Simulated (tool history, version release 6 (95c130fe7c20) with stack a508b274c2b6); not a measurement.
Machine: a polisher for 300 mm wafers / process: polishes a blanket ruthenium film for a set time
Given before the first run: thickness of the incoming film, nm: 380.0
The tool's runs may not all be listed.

| run | day | flow of slurry (ml/min) | pressure of the wafer on the pad (kPa) | speed of the pad under the wafer (cm/s) | polishing time (s) | film removed (angstrom) |
|---|---|---|---|---|---|---|
| 1 | 0 | 275 | 11.7 | 88 | 31 | 219.41 |
| 2 | 0.104 | 275 | 9 | 88 | 31 | 179.46 |
| 3 | 0.154 | 275 | 10.3 | 88 | 31 | 197.69 |
| 4 | 0.383 | 275 | 11.7 | 88 | 31 | 215.01 |
| 5 | 0.408 | 275 | 11.7 | 88 | 31 | 216.31 |
| 6 | 0.521 | 275 | 9.7 | 88 | 31 | 188.5 |
| 7 | 0.8 | 275 | 11 | 88 | 31 | 206.07 |

Forecast run 8:
| 8 | 1.142 | 280 | 14.5 | 90 | 31 | ? |

{"run 8": {"film removed (angstrom)": 255.54}}
